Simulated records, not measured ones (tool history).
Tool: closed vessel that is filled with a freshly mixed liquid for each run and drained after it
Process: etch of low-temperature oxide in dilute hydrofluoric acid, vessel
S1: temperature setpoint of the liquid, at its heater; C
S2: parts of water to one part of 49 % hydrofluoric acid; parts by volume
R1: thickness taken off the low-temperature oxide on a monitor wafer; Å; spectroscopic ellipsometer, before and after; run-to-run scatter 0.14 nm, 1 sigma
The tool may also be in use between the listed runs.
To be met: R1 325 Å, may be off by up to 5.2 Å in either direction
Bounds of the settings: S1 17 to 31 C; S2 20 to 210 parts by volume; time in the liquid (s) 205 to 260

run 1 hour=0 | S1=23 S2=115 time_in_the_liquid_(s)=260 | R1=216.53
run 2 hour=6.5 | S1=23 S2=85 time_in_the_liquid_(s)=260 | R1=303.55
run 3 hour=9.8 | S1=23 S2=85 time_in_the_liquid_(s)=260 | R1=304.64
run 4 hour=15.2 | S1=23.5 S2=85 time_in_the_liquid_(s)=260 | R1=309.42
run 5 hour=24.3 | S1=23.5 S2=60 time_in_the_liquid_(s)=260 | R1=451.81
run 6 hour=32.5 | S1=23.5 S2=60 time_in_the_liquid_(s)=260 | R1=457.64
run 7 hour=41.2 | S1=22 S2=60 time_in_the_liquid_(s)=260 | R1=427.9
run 8 hour=50.1 | S1=21 S2=65 time_in_the_liquid_(s)=260 | R1=378.72
run 9 hour=55.3 | S1=20 S2=65 time_in_the_liquid_(s)=260 | R1=360.34
run 10 hour=56.9 | S1=19.5 S2=65 time_in_the_liquid_(s)=260 | R1=353.49
run 11 hour=58 | S1=19 S2=65 time_in_the_liquid_(s)=260 | R1=345.34
run 12 hour=59.5 | S1=18.5 S2=65 time_in_the_liquid_(s)=260 | R1=339.02
run 13 hour=64.8 | S1=18 S2=65 time_in_the_liquid_(s)=260 | R1=332.58

Which of these 4 next moves meets every target?
run A hour=70.1 | S1=18.5 S2=65 time_in_the_liquid_(s)=255 | R1=?
run B hour=70.1 | S1=21.5 S2=65 time_in_the_liquid_(s)=220 | R1=?
run C hour=70.1 | S1=19 S2=65 time_in_the_liquid_(s)=250 | R1=?
run D hour=70.1 | S1=18.5 S2=55 time_in_the_liquid_(s)=215 | R1=?

move=A R1=333.71
move=B R1=326.39
move=C R1=334.15
move=D R1=336.75
A: lands further from the targets than the last run did
B: all results in spec
C: lands further from the targets than the last run did
D: lands further from the targets than the last run did
Move B is the one to make.

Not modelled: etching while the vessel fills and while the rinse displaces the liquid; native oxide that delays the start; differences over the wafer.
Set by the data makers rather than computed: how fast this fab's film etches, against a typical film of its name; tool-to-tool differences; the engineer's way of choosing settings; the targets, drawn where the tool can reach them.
